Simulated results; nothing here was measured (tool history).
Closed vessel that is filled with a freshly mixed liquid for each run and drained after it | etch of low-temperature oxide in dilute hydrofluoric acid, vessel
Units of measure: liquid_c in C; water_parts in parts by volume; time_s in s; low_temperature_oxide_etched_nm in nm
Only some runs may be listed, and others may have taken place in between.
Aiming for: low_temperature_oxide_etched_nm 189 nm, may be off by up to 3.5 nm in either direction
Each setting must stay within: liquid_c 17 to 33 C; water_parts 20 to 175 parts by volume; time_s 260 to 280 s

run,hour,liquid_c,water_parts,time_s,low_temperature_oxide_etched_nm
1,0,25,95,260,53.062
2,1.7,23,95,260,48.757
3,4.7,23,95,280,52.588
4,12.8,25.5,95,280,57.256
5,13.6,24,95,280,54.814
6,17.3,27,95,280,61.017
7,19.4,27.5,85,280,69.96
8,25.4,28,80,280,77.41
9,28.5,28.5,75,280,85.463
10,32.3,32.5,35,280,225.79
11,35.4,32,35,280,221.21
12,40.8,31.5,35,280,215.35
13,48.4,31,35,280,212.21
14,50,30.5,35,280,207.57
15,53.2,30,35,280,205.18
16,55.2,29.5,35,280,200.53

Of the 4 settings listed for the next run, only one would bring every result within its allowed miss of target. Which one?
A,57.2,29,35,270,?
B,57.2,31.5,35,275,?
C,57.2,33,40,280,?
D,57.2,30,40,280,?

move,low_temperature_oxide_etched_nm
A,189.2
B,212.83
C,199.39
D,177.29
A: in spec on every target
B: misses by more than the last run did
C: nearer the targets than the last run, but a result is still out of spec
D: takes the biggest miss from the last run beyond its target
A is the move that brings every result within its allowed miss.
